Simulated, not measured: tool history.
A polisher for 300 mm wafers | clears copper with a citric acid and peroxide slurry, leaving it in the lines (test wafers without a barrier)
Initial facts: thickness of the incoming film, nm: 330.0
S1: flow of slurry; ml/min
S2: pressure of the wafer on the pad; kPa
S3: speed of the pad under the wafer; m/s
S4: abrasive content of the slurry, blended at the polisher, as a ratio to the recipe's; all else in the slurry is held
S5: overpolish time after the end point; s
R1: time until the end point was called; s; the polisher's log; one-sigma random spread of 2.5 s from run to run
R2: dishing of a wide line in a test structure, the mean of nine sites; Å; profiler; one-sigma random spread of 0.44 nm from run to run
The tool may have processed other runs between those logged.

run	hour	S1	S2	S3	S4	S5	R1	R2
1	0.0	280	19.3	1.38	1.0	20	134.24	372.31
2	5.9	280	17.9	1.38	1.0	19	145.02	349.11
3	9.8	280	17.9	1.38	1.0	23	147.84	396.63
4	11.5	280	17.9	1.38	1.0	16	145.20	296.81
# hour 15.6: worn pad replaced by a new one
5	15.6	280	17.2	1.38	1.0	16	133.39	321.40
6	19.2	280	20.0	1.38	1.0	16	118.16	357.81
7	25.1	280	18.6	1.38	1.0	16	126.07	332.14

What does the tool deliver on the next run?
8	29.8	280	13.1	1.34	1.0	19	?	?

Run 8 measured R1 168.38 s, R2 303.45 Å.
